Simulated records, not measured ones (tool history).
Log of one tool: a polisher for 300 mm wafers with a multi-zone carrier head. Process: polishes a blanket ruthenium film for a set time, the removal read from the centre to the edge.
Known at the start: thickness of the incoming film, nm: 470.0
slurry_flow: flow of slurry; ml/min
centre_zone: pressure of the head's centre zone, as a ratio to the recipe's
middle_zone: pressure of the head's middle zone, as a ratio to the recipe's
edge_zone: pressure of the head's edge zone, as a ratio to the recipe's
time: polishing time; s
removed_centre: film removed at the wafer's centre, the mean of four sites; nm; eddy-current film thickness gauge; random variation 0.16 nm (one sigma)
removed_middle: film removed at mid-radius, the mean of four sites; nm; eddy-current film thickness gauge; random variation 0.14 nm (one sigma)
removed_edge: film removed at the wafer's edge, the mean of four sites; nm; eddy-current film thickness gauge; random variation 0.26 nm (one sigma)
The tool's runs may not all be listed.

run,day,slurry_flow,centre_zone,middle_zone,edge_zone,time,removed_centre,removed_middle,removed_edge
1,0,205,1,1,1,63,33.074,33.039,34.781
2,0.125,205,1.04,1,1,63,34.628,33.152,33.854
3,0.233,205,1.04,1,0.92,63,34.423,33.229,34.066
4,0.538,235,1.04,1,0.92,63,35.383,33.852,33.486
5,0.675,250,1.03,0.99,0.92,56,31.358,29.843,29.376
6,0.767,290,1.03,0.99,0.92,56,31.878,30.041,29.695
7,0.938,290,1.03,0.99,0.92,56,31.888,30.302,30.757
8,1.029,275,1.01,0.97,0.9,52,28.675,27.493,27.297
9,1.371,275,1,0.95,0.88,49,26.9,25.519,26.115
10,1.571,280,1,0.95,0.87,46,25.172,24.361,24.196
11,1.746,280,1,0.94,0.86,44,24.11,22.877,23.065
12,1.875,280,1,0.94,0.86,44,23.952,23.032,23.503

Forecast run 13:
13,1.917,225,1.01,0.93,0.81,35,?,?,?

Run 13 gave removed_centre 19.068 nm, removed_middle 17.74 nm, removed_edge 17.516 nm.

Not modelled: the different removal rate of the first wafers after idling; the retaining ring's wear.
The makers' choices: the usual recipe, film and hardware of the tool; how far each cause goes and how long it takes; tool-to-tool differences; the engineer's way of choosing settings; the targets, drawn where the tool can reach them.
